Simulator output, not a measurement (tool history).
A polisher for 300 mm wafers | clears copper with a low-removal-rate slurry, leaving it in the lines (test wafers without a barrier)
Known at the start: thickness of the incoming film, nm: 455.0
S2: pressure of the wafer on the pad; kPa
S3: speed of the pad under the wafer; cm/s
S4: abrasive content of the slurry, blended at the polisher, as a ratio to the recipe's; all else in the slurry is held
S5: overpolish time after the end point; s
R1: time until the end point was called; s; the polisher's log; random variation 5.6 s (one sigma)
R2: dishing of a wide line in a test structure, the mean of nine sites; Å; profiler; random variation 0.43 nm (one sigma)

run 1 hour=0.0 | flow_of_slurry_(ml/min)=135 S2=24.1 S3=106 S4=1.00 S5=27 | R1=117.27 R2=614.51
run 2 hour=1.4 | flow_of_slurry_(ml/min)=135 S2=24.1 S3=106 S4=1.15 S5=27 | R1=111.85 R2=591.38
run 3 hour=7.1 | flow_of_slurry_(ml/min)=135 S2=22.1 S3=96 S4=1.15 S5=24 | R1=138.63 R2=503.21
run 4 hour=12.5 | flow_of_slurry_(ml/min)=135 S2=22.1 S3=96 S4=1.15 S5=29 | R1=132.20 R2=564.52
run 5 hour=16.1 | flow_of_slurry_(ml/min)=135 S2=20.7 S3=88 S4=1.20 S5=25 | R1=154.01 R2=454.89
run 6 hour=20.2 | flow_of_slurry_(ml/min)=160 S2=20.7 S3=88 S4=1.20 S5=25 | R1=150.26 R2=484.69
run 7 hour=27.7 | flow_of_slurry_(ml/min)=155 S2=19.3 S3=82 S4=1.20 S5=22 | R1=171.83 R2=368.21

Run 8 comes next. What will it give?
run 8 hour=35.3 | flow_of_slurry_(ml/min)=155 S2=17.9 S3=78 S4=1.20 S5=21 | R1=? R2=?

Run 8 gave R1 197.72 s, R2 317.86 Å.
